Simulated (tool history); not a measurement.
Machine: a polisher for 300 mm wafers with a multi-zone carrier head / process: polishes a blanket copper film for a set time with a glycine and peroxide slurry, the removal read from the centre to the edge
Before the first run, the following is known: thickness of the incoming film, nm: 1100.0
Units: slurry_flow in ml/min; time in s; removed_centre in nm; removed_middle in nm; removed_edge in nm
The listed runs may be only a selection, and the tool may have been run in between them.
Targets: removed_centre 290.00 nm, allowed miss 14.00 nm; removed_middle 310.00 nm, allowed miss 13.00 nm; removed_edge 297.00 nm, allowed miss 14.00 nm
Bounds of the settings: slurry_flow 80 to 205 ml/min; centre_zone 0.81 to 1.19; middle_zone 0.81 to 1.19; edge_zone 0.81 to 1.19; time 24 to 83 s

run,hour,slurry_flow,centre_zone,middle_zone,edge_zone,time,removed_centre,removed_middle,removed_edge
1,0.0,135,1.00,1.00,1.00,53,396.27,382.71,388.50
2,1.3,130,0.98,1.00,0.98,51,358.76,365.67,366.99
3,2.7,130,0.98,1.00,0.98,57,426.18,412.19,417.95
4,11.0,130,0.98,1.00,0.96,54,383.71,379.83,382.84
5,19.7,130,0.97,1.00,0.93,52,374.18,376.51,356.29
6,21.9,130,0.97,1.00,0.90,52,368.40,380.68,353.52
7,22.7,125,0.96,0.98,0.89,51,358.18,352.74,354.24
8,25.0,120,0.95,0.99,0.88,49,332.82,344.56,335.48
9,26.0,120,0.95,0.99,0.87,48,327.57,344.20,322.69
10,28.7,115,0.94,0.98,0.86,47,322.67,326.65,313.91

Below are 4 possible settings for the next run. Only one of them brings all results inside the allowed miss of their targets. Which is it?
A,31.4,145,0.84,1.04,0.85,44,?,?,?
B,31.4,105,1.12,1.06,0.87,48,?,?,?
C,31.4,110,0.93,1.02,0.89,44,?,?,?
D,31.4,120,0.98,0.99,0.87,44,?,?,?

move,removed_centre,removed_middle,removed_edge
A,283.06,330.89,302.45
B,381.54,341.88,317.61
C,293.64,307.01,296.58
D,316.52,305.24,297.68
A: corrects the largest miss of the last run, while another result sits out of spec
B: further off than the last run
C: in spec on every target
D: closer than the last run, but not yet in spec
Answer: C
